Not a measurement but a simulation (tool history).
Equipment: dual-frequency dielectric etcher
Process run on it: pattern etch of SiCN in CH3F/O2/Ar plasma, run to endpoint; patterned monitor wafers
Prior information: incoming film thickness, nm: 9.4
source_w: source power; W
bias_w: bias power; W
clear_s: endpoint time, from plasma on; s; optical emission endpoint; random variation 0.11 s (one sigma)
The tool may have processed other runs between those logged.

run	day	source_w	bias_w	clear_s
1	0.000	460	86	22.891
2	0.271	420	86	23.636
3	0.638	420	101	22.185
4	0.725	340	101	23.858
5	0.821	370	102	23.180
6	0.933	400	103	22.525
7	1.167	420	104	22.085
8	1.296	430	104	21.777
9	1.562	440	104	21.659

Estimate the outcome of run 10 from the log above:
10	1.808	450	104	?

{"run 10": {"clear_s": 21.42}}
